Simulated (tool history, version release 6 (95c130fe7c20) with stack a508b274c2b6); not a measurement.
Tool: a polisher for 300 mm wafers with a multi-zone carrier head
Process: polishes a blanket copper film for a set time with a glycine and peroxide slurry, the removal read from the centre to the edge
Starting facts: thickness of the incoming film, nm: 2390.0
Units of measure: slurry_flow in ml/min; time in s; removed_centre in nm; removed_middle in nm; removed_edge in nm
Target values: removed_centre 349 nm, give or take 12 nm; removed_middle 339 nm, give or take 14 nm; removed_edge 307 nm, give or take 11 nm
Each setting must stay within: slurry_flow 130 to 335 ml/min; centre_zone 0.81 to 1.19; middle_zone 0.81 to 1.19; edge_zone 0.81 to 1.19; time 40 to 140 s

run 1 hour=0 | slurry_flow=215 centre_zone=1 middle_zone=1 edge_zone=1 time=90 | removed_centre=427.53 removed_middle=431.97 removed_edge=441.11
run 2 hour=1 | slurry_flow=215 centre_zone=1.04 middle_zone=1 edge_zone=1 time=90 | removed_centre=448.36 removed_middle=442.51 removed_edge=444.99
run 3 hour=6.1 | slurry_flow=215 centre_zone=1.12 middle_zone=1 edge_zone=1 time=90 | removed_centre=473.02 removed_middle=433.8 removed_edge=447.98
run 4 hour=7.1 | slurry_flow=215 centre_zone=1.12 middle_zone=0.95 edge_zone=1 time=90 | removed_centre=480.49 removed_middle=419.35 removed_edge=452.14
run 5 hour=12.3 | slurry_flow=195 centre_zone=1.12 middle_zone=0.95 edge_zone=1 time=90 | removed_centre=470.84 removed_middle=417.64 removed_edge=436.6
run 6 hour=13.1 | slurry_flow=180 centre_zone=1.11 middle_zone=0.95 edge_zone=0.97 time=86 | removed_centre=439.74 removed_middle=392.31 removed_edge=405.52
run 7 hour=16 | slurry_flow=170 centre_zone=1.1 middle_zone=0.96 edge_zone=0.94 time=83 | removed_centre=418.06 removed_middle=382.33 removed_edge=389.31
run 8 hour=21.8 | slurry_flow=220 centre_zone=1.12 middle_zone=1.06 edge_zone=0.86 time=58 | removed_centre=312.92 removed_middle=299.66 removed_edge=264.7
run 9 hour=24.5 | slurry_flow=225 centre_zone=1.13 middle_zone=1.07 edge_zone=0.89 time=59 | removed_centre=315.74 removed_middle=308.96 removed_edge=277.62
run 10 hour=32.2 | slurry_flow=225 centre_zone=1.13 middle_zone=1.07 edge_zone=0.89 time=59 | removed_centre=320.08 removed_middle=303.77 removed_edge=274.84

Consider the 4 candidate settings below. Which is the only one whose results all fall within their allowed miss of target?
run A hour=39.9 | slurry_flow=265 centre_zone=1.09 middle_zone=1.15 edge_zone=0.82 time=51 | removed_centre=? removed_middle=? removed_edge=?
run B hour=39.9 | slurry_flow=230 centre_zone=1.19 middle_zone=0.95 edge_zone=0.93 time=61 | removed_centre=? removed_middle=? removed_edge=?
run C hour=39.9 | slurry_flow=200 centre_zone=0.99 middle_zone=1.11 edge_zone=1.09 time=62 | removed_centre=? removed_middle=? removed_edge=?
run D hour=39.9 | slurry_flow=250 centre_zone=1.13 middle_zone=1.09 edge_zone=0.94 time=63 | removed_centre=? removed_middle=? removed_edge=?

move=A removed_centre=266.84 removed_middle=289.6 removed_edge=231.68
move=B removed_centre=342.47 removed_middle=289.95 removed_edge=290.89
move=C removed_centre=284.36 removed_middle=331.17 removed_edge=314.83
move=D removed_centre=339.42 removed_middle=339.52 removed_edge=303.38
A: further off than the last run
B: further off than the last run
C: the furthest-off result lands on target, but another misses its tolerance
D: hits every target within its allowed miss
Answer: D

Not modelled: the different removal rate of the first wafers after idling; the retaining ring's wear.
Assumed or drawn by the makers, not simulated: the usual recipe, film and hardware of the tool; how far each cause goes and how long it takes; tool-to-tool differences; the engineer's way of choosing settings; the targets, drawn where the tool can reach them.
